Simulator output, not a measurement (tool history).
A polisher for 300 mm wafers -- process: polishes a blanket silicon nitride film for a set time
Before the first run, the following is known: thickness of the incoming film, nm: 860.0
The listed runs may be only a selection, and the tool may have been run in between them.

| run | hour | flow of slurry (ml/min) | pressure of the wafer on the pad (kPa) | speed of the pad under the wafer (cm/s) | polishing time (s) | film removed (angstrom) |
|---|---|---|---|---|---|---|
| 1 | 0 | 130 | 31 | 108 | 65 | 1263.6 |
| 2 | 1.2 | 130 | 31 | 108 | 65 | 1304.1 |
| 3 | 9.5 | 135 | 33.8 | 108 | 65 | 1397.7 |
| 4 | 12.7 | 135 | 37.2 | 108 | 65 | 1556.3 |
| 5 | 13.3 | 135 | 39.3 | 108 | 65 | 1676.5 |
| 6 | 14.7 | 135 | 39.3 | 108 | 65 | 1642.3 |

Predict the results of run 7:
| 7 | 19.4 | 140 | 40.7 | 108 | 65 | ? |

{"run 7": {"film removed (angstrom)": 1701.5}}
